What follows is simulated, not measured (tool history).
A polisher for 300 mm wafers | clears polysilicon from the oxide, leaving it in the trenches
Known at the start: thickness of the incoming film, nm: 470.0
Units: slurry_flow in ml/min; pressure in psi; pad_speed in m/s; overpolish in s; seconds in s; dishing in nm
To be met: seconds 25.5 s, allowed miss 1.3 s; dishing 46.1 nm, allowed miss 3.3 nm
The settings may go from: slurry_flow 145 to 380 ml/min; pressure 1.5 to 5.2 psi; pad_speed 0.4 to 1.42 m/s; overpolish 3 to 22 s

{"run": 1, "hour": 0.0, "slurry_flow": 245, "pressure": 3.3, "pad_speed": 0.9, "overpolish": 11, "seconds": 32.52, "dishing": 44.759}
{"run": 2, "hour": 3.1, "slurry_flow": 245, "pressure": 3.3, "pad_speed": 0.9, "overpolish": 9, "seconds": 33.244, "dishing": 43.766}
{"run": 3, "hour": 10.5, "slurry_flow": 245, "pressure": 2.6, "pad_speed": 0.9, "overpolish": 9, "seconds": 41.33, "dishing": 40.643}
{"run": 4, "hour": 18.1, "slurry_flow": 245, "pressure": 2.8, "pad_speed": 0.9, "overpolish": 9, "seconds": 39.169, "dishing": 41.438}
{"run": 5, "hour": 25.7, "slurry_flow": 245, "pressure": 2.1, "pad_speed": 0.9, "overpolish": 9, "seconds": 50.248, "dishing": 36.594}
{"run": 6, "hour": 33.2, "slurry_flow": 205, "pressure": 2.1, "pad_speed": 0.9, "overpolish": 9, "seconds": 51.852, "dishing": 38.196}
{"run": 7, "hour": 33.9, "slurry_flow": 215, "pressure": 2.4, "pad_speed": 0.9, "overpolish": 9, "seconds": 45.234, "dishing": 40.146}
{"run": 8, "hour": 40.8, "slurry_flow": 215, "pressure": 2.4, "pad_speed": 0.9, "overpolish": 9, "seconds": 45.106, "dishing": 38.297}
{"run": 9, "hour": 42.2, "slurry_flow": 215, "pressure": 2.7, "pad_speed": 0.9, "overpolish": 9, "seconds": 41.122, "dishing": 40.158}

Which of these 5 next moves meets every target?
{"run": "A", "hour": 43.6, "slurry_flow": 145, "pressure": 1.6, "pad_speed": 0.76, "overpolish": 16, "seconds": "?", "dishing": "?"}
{"run": "B", "hour": 43.6, "slurry_flow": 235, "pressure": 2.3, "pad_speed": 0.66, "overpolish": 22, "seconds": "?", "dishing": "?"}
{"run": "C", "hour": 43.6, "slurry_flow": 230, "pressure": 2.4, "pad_speed": 1.3, "overpolish": 8, "seconds": "?", "dishing": "?"}
{"run": "D", "hour": 43.6, "slurry_flow": 260, "pressure": 3.1, "pad_speed": 0.56, "overpolish": 15, "seconds": "?", "dishing": "?"}
{"run": "E", "hour": 43.6, "slurry_flow": 325, "pressure": 3.7, "pad_speed": 1.06, "overpolish": 10, "seconds": "?", "dishing": "?"}

move=A seconds=78.208 dishing=38.589
move=B seconds=58.713 dishing=44.189
move=C seconds=33.755 dishing=40.405
move=D seconds=48.929 dishing=42.889
move=E seconds=25.535 dishing=44.405
A: further off than the last run
B: further off than the last run
C: nearer than the last run, and not there yet
D: further off than the last run
E: meets every target
Move E is the one to make.

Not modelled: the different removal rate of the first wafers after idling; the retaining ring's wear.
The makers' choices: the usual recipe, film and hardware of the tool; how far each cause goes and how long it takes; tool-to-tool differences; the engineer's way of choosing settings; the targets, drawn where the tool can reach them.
